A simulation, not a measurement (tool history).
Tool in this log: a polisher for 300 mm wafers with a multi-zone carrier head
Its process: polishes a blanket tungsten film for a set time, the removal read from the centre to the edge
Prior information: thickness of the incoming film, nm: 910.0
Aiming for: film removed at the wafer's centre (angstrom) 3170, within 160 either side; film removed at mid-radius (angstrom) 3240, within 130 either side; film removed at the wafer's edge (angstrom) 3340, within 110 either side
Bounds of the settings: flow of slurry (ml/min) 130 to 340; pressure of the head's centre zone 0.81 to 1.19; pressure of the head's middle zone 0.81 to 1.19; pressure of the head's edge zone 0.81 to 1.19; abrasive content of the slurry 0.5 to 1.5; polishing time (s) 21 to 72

| run | hour | flow of slurry (ml/min) | pressure of the head's centre zone | pressure of the head's middle zone | pressure of the head's edge zone | abrasive content of the slurry | polishing time (s) | film removed at the wafer's centre (angstrom) | film removed at mid-radius (angstrom) | film removed at the wafer's edge (angstrom) |
|---|---|---|---|---|---|---|---|---|---|---|
| 1 | 0 | 220 | 1 | 1 | 1 | 1 | 46 | 2182.8 | 2169.1 | 2221.1 |
| 2 | 7.7 | 225 | 1 | 1.01 | 1.02 | 1.1 | 48 | 2396.8 | 2304.8 | 2364.6 |
| 3 | 11.1 | 225 | 0.98 | 1.02 | 1.03 | 1.15 | 50 | 2381.9 | 2407.9 | 2514.2 |
| 4 | 16.9 | 225 | 0.99 | 1.04 | 1.04 | 1.2 | 52 | 2549.1 | 2603.1 | 2664.2 |
| 5 | 22.4 | 260 | 0.99 | 1.04 | 1.04 | 1.2 | 52 | 2671.1 | 2628.6 | 2713.7 |
| 6 | 29.4 | 260 | 0.99 | 1.05 | 1.05 | 1.25 | 53 | 2644.1 | 2718.8 | 2767.9 |
| 7 | 30.5 | 260 | 1 | 1.05 | 1.06 | 1.3 | 54 | 2837.8 | 2846 | 2852.9 |
| 8 | 33.2 | 260 | 1 | 1.05 | 1.07 | 1.35 | 55 | 2921 | 2913.7 | 2942.9 |
| 9 | 36.5 | 260 | 1 | 1.05 | 1.08 | 1.4 | 56 | 2880.1 | 3027.5 | 3061.5 |

Exercise: of the 5 proposed moves below, exactly one satisfies all targets within the stated allowed misses. Which move is it?
| A | 39.8 | 325 | 0.97 | 0.84 | 1.1 | 1.25 | 63 | ? | ? | ? |
| B | 39.8 | 295 | 1.02 | 1.11 | 1.02 | 1.35 | 57 | ? | ? | ? |
| C | 39.8 | 215 | 0.88 | 0.98 | 1.06 | 1.35 | 59 | ? | ? | ? |
| D | 39.8 | 205 | 0.85 | 1.13 | 1.11 | 1.5 | 61 | ? | ? | ? |
| E | 39.8 | 340 | 0.98 | 1.07 | 1.15 | 1.45 | 58 | ? | ? | ? |

| move | film removed at the wafer's centre (angstrom) | film removed at mid-radius (angstrom) | film removed at the wafer's edge (angstrom) |
|---|---|---|---|
| A | 3227.9 | 2762.9 | 3451 |
| B | 3070.9 | 3184.6 | 3028 |
| C | 2709.5 | 2863.8 | 3115.6 |
| D | 2774.7 | 3402 | 3354.2 |
| E | 3116.8 | 3232.7 | 3360.3 |
A: the result that was furthest off in the last run now lies on the other side of its target
B: lands further from the targets than the last run did
C: lands further from the targets than the last run did
D: the furthest-off result lands on target, but another misses its tolerance
E: meets every target
Answer: E

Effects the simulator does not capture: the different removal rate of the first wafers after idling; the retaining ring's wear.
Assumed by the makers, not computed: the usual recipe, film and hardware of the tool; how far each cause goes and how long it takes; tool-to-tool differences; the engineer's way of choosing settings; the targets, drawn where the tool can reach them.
